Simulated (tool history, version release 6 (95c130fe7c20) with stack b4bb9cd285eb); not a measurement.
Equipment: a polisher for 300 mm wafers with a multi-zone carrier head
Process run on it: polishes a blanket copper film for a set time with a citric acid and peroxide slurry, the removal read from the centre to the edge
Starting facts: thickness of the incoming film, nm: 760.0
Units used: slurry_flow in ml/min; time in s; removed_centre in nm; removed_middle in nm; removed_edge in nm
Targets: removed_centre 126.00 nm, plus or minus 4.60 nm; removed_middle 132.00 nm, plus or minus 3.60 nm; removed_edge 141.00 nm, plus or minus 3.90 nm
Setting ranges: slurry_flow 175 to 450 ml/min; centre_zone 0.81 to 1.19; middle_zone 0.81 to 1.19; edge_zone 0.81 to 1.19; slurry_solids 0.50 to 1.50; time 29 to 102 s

run 1 hour=0.0 | slurry_flow=290 centre_zone=1.00 middle_zone=1.00 edge_zone=1.00 slurry_solids=1.00 time=65 | removed_centre=161.17 removed_middle=160.95 removed_edge=158.69
run 2 hour=8.5 | slurry_flow=290 centre_zone=1.00 middle_zone=1.00 edge_zone=1.07 slurry_solids=1.00 time=65 | removed_centre=159.22 removed_middle=158.81 removed_edge=160.71
run 3 hour=16.0 | slurry_flow=290 centre_zone=0.97 middle_zone=1.00 edge_zone=1.07 slurry_solids=1.00 time=65 | removed_centre=151.97 removed_middle=157.91 removed_edge=162.22
run 4 hour=19.0 | slurry_flow=290 centre_zone=0.97 middle_zone=1.00 edge_zone=1.07 slurry_solids=1.00 time=81 | removed_centre=197.02 removed_middle=201.72 removed_edge=203.60
run 5 hour=20.1 | slurry_flow=290 centre_zone=0.97 middle_zone=0.97 edge_zone=1.07 slurry_solids=1.00 time=81 | removed_centre=194.34 removed_middle=195.34 removed_edge=201.26
run 6 hour=24.7 | slurry_flow=285 centre_zone=0.94 middle_zone=0.94 edge_zone=1.03 slurry_solids=0.85 time=78 | removed_centre=172.40 removed_middle=180.91 removed_edge=186.37
run 7 hour=25.6 | slurry_flow=280 centre_zone=0.94 middle_zone=0.91 edge_zone=1.01 slurry_solids=0.75 time=75 | removed_centre=162.86 removed_middle=163.57 removed_edge=175.24
run 8 hour=34.3 | slurry_flow=275 centre_zone=0.92 middle_zone=0.90 edge_zone=0.98 slurry_solids=0.70 time=72 | removed_centre=151.83 removed_middle=155.49 removed_edge=162.73
run 9 hour=43.3 | slurry_flow=270 centre_zone=0.90 middle_zone=0.88 edge_zone=0.96 slurry_solids=0.65 time=71 | removed_centre=147.71 removed_middle=148.57 removed_edge=158.10
run 10 hour=46.9 | slurry_flow=265 centre_zone=0.88 middle_zone=0.87 edge_zone=0.95 slurry_solids=0.60 time=70 | removed_centre=136.82 removed_middle=144.89 removed_edge=152.00
run 11 hour=53.7 | slurry_flow=235 centre_zone=0.88 middle_zone=0.81 edge_zone=0.91 slurry_solids=0.50 time=68 | removed_centre=129.75 removed_middle=128.17 removed_edge=139.84

Exercise: of the 4 proposed moves below, exactly one satisfies all targets within the stated allowed misses. Which move is it?
run A hour=60.5 | slurry_flow=235 centre_zone=0.94 middle_zone=0.81 edge_zone=0.93 slurry_solids=0.50 time=67 | removed_centre=? removed_middle=? removed_edge=?
run B hour=60.5 | slurry_flow=195 centre_zone=0.85 middle_zone=0.95 edge_zone=0.90 slurry_solids=0.50 time=64 | removed_centre=? removed_middle=? removed_edge=?
run C hour=60.5 | slurry_flow=290 centre_zone=0.86 middle_zone=0.86 edge_zone=0.95 slurry_solids=0.50 time=65 | removed_centre=? removed_middle=? removed_edge=?
run D hour=60.5 | slurry_flow=230 centre_zone=0.97 middle_zone=0.98 edge_zone=0.99 slurry_solids=0.50 time=66 | removed_centre=? removed_middle=? removed_edge=?

move=A removed_centre=139.13 removed_middle=126.41 removed_edge=140.15
move=B removed_centre=116.22 removed_middle=131.87 removed_edge=128.74
move=C removed_centre=127.12 removed_middle=131.58 removed_edge=140.03
move=D removed_centre=141.12 removed_middle=142.90 removed_edge=141.58
A: its largest miss is bigger than the last run's
B: corrects the largest miss of the last run, while another result sits out of spec
C: meets every target
D: takes the biggest miss from the last run beyond its target
So the answer is move C, the one that meets all the targets.
